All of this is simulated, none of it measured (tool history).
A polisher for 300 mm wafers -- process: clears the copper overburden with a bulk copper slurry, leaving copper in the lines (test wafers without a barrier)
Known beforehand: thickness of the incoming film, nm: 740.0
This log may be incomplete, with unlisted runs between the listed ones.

run	hour	flow of slurry (ml/min)	pressure of the wafer on the pad (kPa)	speed of the pad under the wafer (cm/s)	abrasive content of the slurry	overpolish time after the end point (s)	time until the end point was called (s)	dishing of a wide line in a test structure (angstrom)
1	0.0	145	22.1	96	1.0	23	57.718	1087.6
2	7.1	145	24.8	98	1.0	22	50.115	1143.1
3	9.4	165	24.8	98	1.0	22	50.602	1191.8
4	17.8	165	28.3	98	1.0	22	45.937	1226.3
5	20.5	165	23.4	98	1.0	22	53.665	1123.8
6	24.4	165	26.2	100	1.0	21	47.949	1169.1
7	25.2	170	32.4	104	1.0	20	37.683	1318.2
8	28.0	170	33.1	104	1.0	20	37.533	1333.3

Run 9 is up next; what results do you expect?
9	31.9	170	33.1	106	1.0	20	?	?

Run 9 gave time until the end point was called (s) 36.846, dishing of a wide line in a test structure (angstrom) 1331.4.
